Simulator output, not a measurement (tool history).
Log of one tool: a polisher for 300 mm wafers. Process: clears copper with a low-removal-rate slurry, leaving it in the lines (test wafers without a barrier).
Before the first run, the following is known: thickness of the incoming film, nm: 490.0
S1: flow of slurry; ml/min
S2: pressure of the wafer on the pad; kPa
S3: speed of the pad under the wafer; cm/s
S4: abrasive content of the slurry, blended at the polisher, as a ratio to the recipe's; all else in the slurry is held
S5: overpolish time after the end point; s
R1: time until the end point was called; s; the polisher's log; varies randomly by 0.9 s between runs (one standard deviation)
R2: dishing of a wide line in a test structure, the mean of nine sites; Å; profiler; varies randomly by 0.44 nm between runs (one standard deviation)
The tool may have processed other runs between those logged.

| run | hour | S1 | S2 | S3 | S4 | S5 | R1 | R2 |
|---|---|---|---|---|---|---|---|---|
| 1 | 0.0 | 265 | 28.3 | 136 | 1.00 | 20 | 91.349 | 635.29 |
| 2 | 6.0 | 265 | 28.3 | 136 | 1.00 | 12 | 91.279 | 438.17 |
| 3 | 12.2 | 265 | 26.2 | 144 | 1.00 | 10 | 92.690 | 351.04 |
| 4 | 20.5 | 255 | 24.8 | 154 | 0.95 | 9 | 93.541 | 328.83 |
| 5 | 28.0 | 240 | 23.4 | 168 | 0.85 | 8 | 94.273 | 293.82 |
| 6 | 31.1 | 230 | 23.4 | 178 | 0.75 | 7 | 90.056 | 268.90 |
| 7 | 32.3 | 230 | 23.4 | 180 | 0.70 | 7 | 91.026 | 270.25 |

What will run 8 give?
| 8 | 39.2 | 215 | 23.4 | 184 | 0.65 | 7 | ? | ? |

{"run 8": {"R1": 91.586, "R2": 262.25}}
